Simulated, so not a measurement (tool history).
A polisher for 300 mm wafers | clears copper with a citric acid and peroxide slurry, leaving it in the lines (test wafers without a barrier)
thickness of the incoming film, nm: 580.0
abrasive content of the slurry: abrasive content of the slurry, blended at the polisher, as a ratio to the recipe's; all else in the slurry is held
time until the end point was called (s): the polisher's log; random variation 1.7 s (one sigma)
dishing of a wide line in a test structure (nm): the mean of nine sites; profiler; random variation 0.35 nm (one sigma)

run  hour  flow of slurry (ml/min)  pressure of the wafer on the pad (kPa)  speed of the pad under the wafer (m/s)  abrasive content of the slurry  overpolish time after the end point (s)  time until the end point was called (s)  dishing of a wide line in a test structure (nm)
  1   0.0                      255                                    25.5                                    1.38                            1.00                                       17                                   153.52                                           57.140
  2   4.4                      255                                    25.5                                    1.38                            1.20                                       17                                   139.75                                           58.731
  3   7.2                      255                                    23.4                                    1.46                            1.25                                       14                                   138.06                                           52.222
  4  15.4                      315                                    23.4                                    1.46                            1.25                                       14                                   138.25                                           51.263
  5  16.3                      315                                    23.4                                    1.46                            1.45                                       14                                   129.30                                           53.910
  6  21.8                      315                                    23.4                                    1.22                            1.45                                       14                                   156.68                                           46.846
  7  29.1                      335                                    20.7                                    1.36                            1.45                                       12                                   151.51                                           41.261

Forecast run 8:
  8  31.1                      350                                    18.6                                    1.50                            1.40                                       11                                        ?                                                ?

Run 8 gave time until the end point was called (s) 150.06, dishing of a wide line in a test structure (nm) 39.489.
